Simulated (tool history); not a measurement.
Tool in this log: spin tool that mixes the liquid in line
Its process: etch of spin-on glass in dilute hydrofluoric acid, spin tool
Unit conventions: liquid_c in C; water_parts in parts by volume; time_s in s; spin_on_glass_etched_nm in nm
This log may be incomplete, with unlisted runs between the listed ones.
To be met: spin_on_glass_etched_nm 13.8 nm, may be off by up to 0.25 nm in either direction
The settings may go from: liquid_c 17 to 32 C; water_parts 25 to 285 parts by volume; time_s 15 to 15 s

{"run": 1, "day": 0.0, "liquid_c": 24, "water_parts": 155, "time_s": 15, "spin_on_glass_etched_nm": 4.0934}
{"run": 2, "day": 0.342, "liquid_c": 26, "water_parts": 125, "time_s": 15, "spin_on_glass_etched_nm": 5.6659}
{"run": 3, "day": 0.529, "liquid_c": 27.5, "water_parts": 105, "time_s": 15, "spin_on_glass_etched_nm": 7.2842}
{"run": 4, "day": 0.717, "liquid_c": 28.5, "water_parts": 90, "time_s": 15, "spin_on_glass_etched_nm": 9.1055}
{"run": 5, "day": 0.812, "liquid_c": 29.5, "water_parts": 85, "time_s": 15, "spin_on_glass_etched_nm": 10.023}
{"run": 6, "day": 1.029, "liquid_c": 30, "water_parts": 80, "time_s": 15, "spin_on_glass_etched_nm": 10.877}
{"run": 7, "day": 1.346, "liquid_c": 30.5, "water_parts": 75, "time_s": 15, "spin_on_glass_etched_nm": 11.947}
{"run": 8, "day": 1.662, "liquid_c": 31, "water_parts": 75, "time_s": 15, "spin_on_glass_etched_nm": 12.214}
{"run": 9, "day": 1.871, "liquid_c": 31, "water_parts": 75, "time_s": 15, "spin_on_glass_etched_nm": 12.328}
{"run": 10, "day": 2.183, "liquid_c": 31.5, "water_parts": 75, "time_s": 15, "spin_on_glass_etched_nm": 12.413}
{"run": 11, "day": 2.342, "liquid_c": 31.5, "water_parts": 75, "time_s": 15, "spin_on_glass_etched_nm": 12.381}

Below are 4 possible settings for the next run. Only one of them brings all results inside the allowed miss of their targets. Which is it?
{"run": "A", "day": 2.5, "liquid_c": 30, "water_parts": 65, "time_s": 15, "spin_on_glass_etched_nm": "?"}
{"run": "B", "day": 2.5, "liquid_c": 31, "water_parts": 65, "time_s": 15, "spin_on_glass_etched_nm": "?"}
{"run": "C", "day": 2.5, "liquid_c": 29, "water_parts": 60, "time_s": 15, "spin_on_glass_etched_nm": "?"}
{"run": "D", "day": 2.5, "liquid_c": 31, "water_parts": 70, "time_s": 15, "spin_on_glass_etched_nm": "?"}

move=A spin_on_glass_etched_nm=13.729
move=B spin_on_glass_etched_nm=14.268
move=C spin_on_glass_etched_nm=14.411
move=D spin_on_glass_etched_nm=13.148
A: hits every target within its allowed miss
B: takes the result that was furthest off past its target
C: takes the result that was furthest off past its target
D: nearer than the last run, and not there yet
Go with A: it meets all targets.
